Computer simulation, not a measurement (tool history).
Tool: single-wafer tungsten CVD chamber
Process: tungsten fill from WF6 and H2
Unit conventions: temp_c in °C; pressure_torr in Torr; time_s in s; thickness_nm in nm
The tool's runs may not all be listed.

run	hour	temp_c	pressure_torr	time_s	thickness_nm
1	0.0	380	34.3	8.3	18.335
2	8.2	382	34.4	8.3	19.100
3	16.8	384	34.5	8.3	19.665
4	24.1	384	37.8	8.3	20.713
5	30.1	375	37.8	8.3	17.661
6	31.0	369	37.8	8.3	15.818
7	35.0	372	38.0	8.3	16.787

For run 8, what comes out?
8	38.8	375	38.2	8.3	?

Run 8 gave thickness_nm 17.752 nm.
